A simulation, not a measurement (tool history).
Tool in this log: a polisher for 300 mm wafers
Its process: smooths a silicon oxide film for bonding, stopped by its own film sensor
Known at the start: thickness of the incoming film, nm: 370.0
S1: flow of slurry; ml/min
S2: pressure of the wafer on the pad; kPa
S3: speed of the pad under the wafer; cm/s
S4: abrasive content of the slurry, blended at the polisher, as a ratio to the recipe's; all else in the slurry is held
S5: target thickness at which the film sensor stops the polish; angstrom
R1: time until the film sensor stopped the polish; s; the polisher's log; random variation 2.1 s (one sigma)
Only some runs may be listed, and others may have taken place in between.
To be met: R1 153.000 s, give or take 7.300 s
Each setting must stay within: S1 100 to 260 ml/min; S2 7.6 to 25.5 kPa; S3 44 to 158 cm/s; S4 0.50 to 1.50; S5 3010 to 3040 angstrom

{"run": 1, "hour": 0.0, "S1": 165, "S2": 16.5, "S3": 100, "S4": 1.0, "S5": 3040, "R1": 68.382}
{"run": 2, "hour": 1.3, "S1": 140, "S2": 16.5, "S3": 100, "S4": 1.0, "S5": 3040, "R1": 70.018}
{"run": 3, "hour": 7.9, "S1": 140, "S2": 13.8, "S3": 92, "S4": 1.0, "S5": 3040, "R1": 88.294}
{"run": 4, "hour": 11.4, "S1": 140, "S2": 13.8, "S3": 100, "S4": 1.0, "S5": 3040, "R1": 83.03}
{"run": 5, "hour": 18.2, "S1": 140, "S2": 11.7, "S3": 92, "S4": 1.0, "S5": 3040, "R1": 103.21}
{"run": 6, "hour": 26.6, "S1": 120, "S2": 11.7, "S3": 92, "S4": 1.0, "S5": 3040, "R1": 104.53}
{"run": 7, "hour": 34.6, "S1": 120, "S2": 10.3, "S3": 88, "S4": 1.0, "S5": 3040, "R1": 122.19}
{"run": 8, "hour": 38.5, "S1": 120, "S2": 9.7, "S3": 88, "S4": 1.0, "S5": 3040, "R1": 130.21}
{"run": 9, "hour": 46.0, "S1": 120, "S2": 9.0, "S3": 88, "S4": 1.0, "S5": 3040, "R1": 137.94}

Next run, 5 choices. One meets every target within its allowed miss, the rest don't. Which?
{"run": "A", "hour": 53.5, "S1": 150, "S2": 10.3, "S3": 76, "S4": 1.05, "S5": 3040, "R1": "?"}
{"run": "B", "hour": 53.5, "S1": 130, "S2": 9.0, "S3": 92, "S4": 1.1, "S5": 3030, "R1": "?"}
{"run": "C", "hour": 53.5, "S1": 100, "S2": 9.7, "S3": 88, "S4": 1.0, "S5": 3040, "R1": "?"}
{"run": "D", "hour": 53.5, "S1": 100, "S2": 10.3, "S3": 82, "S4": 1.05, "S5": 3020, "R1": "?"}
{"run": "E", "hour": 53.5, "S1": 125, "S2": 9.7, "S3": 78, "S4": 0.95, "S5": 3020, "R1": "?"}

move=A R1=130.900
move=B R1=130.490
move=C R1=133.950
move=D R1=133.930
move=E R1=150.770
A: moves away from the targets compared with the last run
B: moves away from the targets compared with the last run
C: moves away from the targets compared with the last run
D: moves away from the targets compared with the last run
E: every result lands within tolerance
E meets every target.
